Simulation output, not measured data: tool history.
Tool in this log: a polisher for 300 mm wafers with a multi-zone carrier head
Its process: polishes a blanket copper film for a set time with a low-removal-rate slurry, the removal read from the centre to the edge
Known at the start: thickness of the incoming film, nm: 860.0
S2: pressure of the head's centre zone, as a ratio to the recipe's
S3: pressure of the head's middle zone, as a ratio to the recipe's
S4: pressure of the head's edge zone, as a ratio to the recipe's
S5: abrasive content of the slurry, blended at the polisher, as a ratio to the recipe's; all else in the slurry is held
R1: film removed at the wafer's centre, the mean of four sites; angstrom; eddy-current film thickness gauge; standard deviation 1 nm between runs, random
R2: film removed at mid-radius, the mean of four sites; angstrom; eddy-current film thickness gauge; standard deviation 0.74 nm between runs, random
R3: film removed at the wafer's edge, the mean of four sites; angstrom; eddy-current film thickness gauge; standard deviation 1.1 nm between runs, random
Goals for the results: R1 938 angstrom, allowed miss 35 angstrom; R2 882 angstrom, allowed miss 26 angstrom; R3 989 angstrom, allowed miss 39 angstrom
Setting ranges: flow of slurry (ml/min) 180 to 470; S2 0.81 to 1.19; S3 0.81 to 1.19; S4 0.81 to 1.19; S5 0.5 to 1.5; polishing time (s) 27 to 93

Run 1, hour 0: flow of slurry (ml/min) 300, S2 1, S3 1, S4 1, S5 1, polishing time (s) 59. Result: R1 1488.5 angstrom, R2 1448 angstrom, R3 1470.8 angstrom.
Run 2, hour 8.3: flow of slurry (ml/min) 300, S2 1, S3 1.07, S4 1, S5 1, polishing time (s) 59. Result: R1 1462.2 angstrom, R2 1526.8 angstrom, R3 1453 angstrom.
Run 3, hour 16.8: flow of slurry (ml/min) 370, S2 1, S3 1.07, S4 1, S5 1, polishing time (s) 59. Result: R1 1494.3 angstrom, R2 1548.6 angstrom, R3 1455.8 angstrom.
Run 4, hour 22.1: flow of slurry (ml/min) 370, S2 0.99, S3 1.05, S4 1, S5 0.95, polishing time (s) 57. Result: R1 1383.8 angstrom, R2 1457.7 angstrom, R3 1407.6 angstrom.
Run 5, hour 23.7: flow of slurry (ml/min) 370, S2 0.99, S3 1.05, S4 1, S5 1.1, polishing time (s) 57. Result: R1 1476.8 angstrom, R2 1514.1 angstrom, R3 1468.2 angstrom.
Run 6, hour 26.7: flow of slurry (ml/min) 370, S2 0.99, S3 1.05, S4 1, S5 0.95, polishing time (s) 57. Result: R1 1404.3 angstrom, R2 1459 angstrom, R3 1418.9 angstrom.
Run 7, hour 31.5: flow of slurry (ml/min) 370, S2 0.99, S3 1.03, S4 0.99, S5 0.9, polishing time (s) 55. Result: R1 1310.9 angstrom, R2 1380.3 angstrom, R3 1347.9 angstrom.
Run 8, hour 36.8: flow of slurry (ml/min) 370, S2 1, S3 1.01, S4 0.98, S5 0.85, polishing time (s) 53. Result: R1 1266.3 angstrom, R2 1277.9 angstrom, R3 1288.4 angstrom.
Run 9, hour 40.7: flow of slurry (ml/min) 370, S2 1, S3 1, S4 0.97, S5 0.8, polishing time (s) 52. Result: R1 1258.3 angstrom, R2 1230.8 angstrom, R3 1234.7 angstrom.
Run 10, hour 43.2: flow of slurry (ml/min) 370, S2 0.99, S3 0.98, S4 0.96, S5 0.75, polishing time (s) 51. Result: R1 1197.7 angstrom, R2 1157.6 angstrom, R3 1190.7 angstrom.
Run 11, hour 47.6: flow of slurry (ml/min) 370, S2 0.98, S3 0.97, S4 0.95, S5 0.7, polishing time (s) 51. Result: R1 1155.2 angstrom, R2 1136.5 angstrom, R3 1136.7 angstrom.
Run 12, hour 55.5: flow of slurry (ml/min) 370, S2 0.97, S3 0.95, S4 0.95, S5 0.7, polishing time (s) 51. Result: R1 1140.9 angstrom, R2 1109.1 angstrom, R3 1175.3 angstrom.
Run 13, hour 56.2: flow of slurry (ml/min) 370, S2 0.96, S3 0.94, S4 0.94, S5 0.7, polishing time (s) 51. Result: R1 1111.7 angstrom, R2 1110.5 angstrom, R3 1129.8 angstrom.
Run 14, hour 63.6: flow of slurry (ml/min) 370, S2 0.96, S3 0.93, S4 0.94, S5 0.7, polishing time (s) 51. Result: R1 1129.4 angstrom, R2 1104.8 angstrom, R3 1173.2 angstrom.
Run 15, hour 68.5: flow of slurry (ml/min) 365, S2 0.96, S3 0.92, S4 0.93, S5 0.7, polishing time (s) 51. Result: R1 1136.7 angstrom, R2 1096.2 angstrom, R3 1132.9 angstrom.
Run 16, hour 72.3: flow of slurry (ml/min) 365, S2 0.95, S3 0.91, S4 0.93, S5 0.7, polishing time (s) 51. Result: R1 1134.3 angstrom, R2 1077.2 angstrom, R3 1138.6 angstrom.
Run 17, hour 79.3: flow of slurry (ml/min) 365, S2 0.94, S3 0.9, S4 0.93, S5 0.7, polishing time (s) 51. Result: R1 1107 angstrom, R2 1054.7 angstrom, R3 1135.7 angstrom.
Run 18, hour 81.8: flow of slurry (ml/min) 365, S2 0.94, S3 0.9, S4 0.93, S5 0.7, polishing time (s) 51. Result: R1 1122.7 angstrom, R2 1087.2 angstrom, R3 1132.2 angstrom.
Run 19, hour 90.1: flow of slurry (ml/min) 365, S2 0.94, S3 0.89, S4 0.93, S5 0.7, polishing time (s) 50. Result: R1 1083 angstrom, R2 1036.5 angstrom, R3 1115.4 angstrom.
Run 20, hour 97.7: flow of slurry (ml/min) 365, S2 0.93, S3 0.88, S4 0.93, S5 0.7, polishing time (s) 50. Result: R1 1093.6 angstrom, R2 1035.6 angstrom, R3 1122.8 angstrom.
Run 21, hour 98.4: flow of slurry (ml/min) 365, S2 0.92, S3 0.87, S4 0.93, S5 0.7, polishing time (s) 50. Result: R1 1063.4 angstrom, R2 1031.5 angstrom, R3 1105.4 angstrom.
Run 22, hour 107: flow of slurry (ml/min) 365, S2 0.92, S3 0.86, S4 0.93, S5 0.7, polishing time (s) 50. Result: R1 1068 angstrom, R2 990.51 angstrom, R3 1123.2 angstrom.
Run 23, hour 112.1: flow of slurry (ml/min) 365, S2 0.92, S3 0.85, S4 0.93, S5 0.7, polishing time (s) 50. Result: R1 1071.9 angstrom, R2 1000.8 angstrom, R3 1133.4 angstrom.

Exercise: of the 4 proposed moves below, exactly one satisfies all targets within the stated allowed misses. Which move is it?
Run A, hour 117.2: flow of slurry (ml/min) 330, S2 0.88, S3 0.99, S4 0.83, S5 0.7, polishing time (s) 42. Result: R1 ?, R2 ?, R3 ?.
Run B, hour 117.2: flow of slurry (ml/min) 420, S2 0.95, S3 0.89, S4 1.03, S5 0.85, polishing time (s) 40. Result: R1 ?, R2 ?, R3 ?.
Run C, hour 117.2: flow of slurry (ml/min) 355, S2 0.92, S3 0.89, S4 1.03, S5 0.6, polishing time (s) 41. Result: R1 ?, R2 ?, R3 ?.
Run D, hour 117.2: flow of slurry (ml/min) 380, S2 0.9, S3 0.9, S4 0.9, S5 0.6, polishing time (s) 58. Result: R1 ?, R2 ?, R3 ?.

move      R1      R2      R3
   A  853.72  947.66   881.8
   B  938.79  883.62  961.54
   C  845.04  822.73  897.66
   D  1176.2  1180.9  1216.7
A: better than the last run, though not everything is in spec
B: all results land within tolerance of their targets
C: pushes the last run's worst result past its target
D: moves away from the targets compared with the last run
The move that meets every target is B.

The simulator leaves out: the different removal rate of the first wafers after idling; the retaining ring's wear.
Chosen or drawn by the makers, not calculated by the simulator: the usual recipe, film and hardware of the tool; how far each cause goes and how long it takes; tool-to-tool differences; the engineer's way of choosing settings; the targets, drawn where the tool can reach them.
